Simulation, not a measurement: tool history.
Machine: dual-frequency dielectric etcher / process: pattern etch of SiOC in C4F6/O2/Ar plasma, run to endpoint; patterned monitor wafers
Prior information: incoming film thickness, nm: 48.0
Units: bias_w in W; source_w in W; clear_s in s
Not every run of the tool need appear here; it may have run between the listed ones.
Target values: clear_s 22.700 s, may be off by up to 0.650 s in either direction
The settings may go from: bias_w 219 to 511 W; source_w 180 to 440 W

run	day	bias_w	source_w	clear_s
1	0.000	365	310	19.697
2	0.125	335	300	20.562
3	0.171	335	270	21.205
4	0.271	335	310	20.402
5	0.525	335	350	19.556
6	0.679	306	340	20.497
7	0.825	286	330	21.295
8	1.096	274	330	21.692
9	1.379	266	330	21.936

Exactly one of the 4 candidate moves below puts every result within its allowed miss. Which one?
A	1.662	280	360	?
B	1.662	301	340	?
C	1.662	291	330	?
D	1.662	237	340	?

move	clear_s
A	20.825
B	20.580
C	21.075
D	22.755
A: lands further from the targets than the last run did
B: lands further from the targets than the last run did
C: lands further from the targets than the last run did
D: meets every target
D is the move that brings every result within its allowed miss.
